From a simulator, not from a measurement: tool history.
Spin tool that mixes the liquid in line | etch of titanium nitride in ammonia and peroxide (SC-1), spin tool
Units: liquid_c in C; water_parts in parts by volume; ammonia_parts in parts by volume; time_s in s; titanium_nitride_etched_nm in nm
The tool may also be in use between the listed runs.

run 1 hour=0 | liquid_c=63 water_parts=18.5 ammonia_parts=0.85 time_s=150 | titanium_nitride_etched_nm=22.36
run 2 hour=2.7 | liquid_c=63 water_parts=18.5 ammonia_parts=1 time_s=150 | titanium_nitride_etched_nm=22.946
run 3 hour=6 | liquid_c=63 water_parts=18.5 ammonia_parts=1 time_s=150 | titanium_nitride_etched_nm=22.77
run 4 hour=7.5 | liquid_c=64 water_parts=18.5 ammonia_parts=1 time_s=150 | titanium_nitride_etched_nm=24.504
run 5 hour=16.4 | liquid_c=64.5 water_parts=18.5 ammonia_parts=1 time_s=150 | titanium_nitride_etched_nm=25.575
run 6 hour=18.4 | liquid_c=65 water_parts=18.5 ammonia_parts=1 time_s=150 | titanium_nitride_etched_nm=26.05

The next listed run, before its measurement:
run 7 hour=23.5 | liquid_c=65.5 water_parts=18.5 ammonia_parts=1 time_s=150 | titanium_nitride_etched_nm=?

titanium_nitride_etched_nm: 27.107 nm

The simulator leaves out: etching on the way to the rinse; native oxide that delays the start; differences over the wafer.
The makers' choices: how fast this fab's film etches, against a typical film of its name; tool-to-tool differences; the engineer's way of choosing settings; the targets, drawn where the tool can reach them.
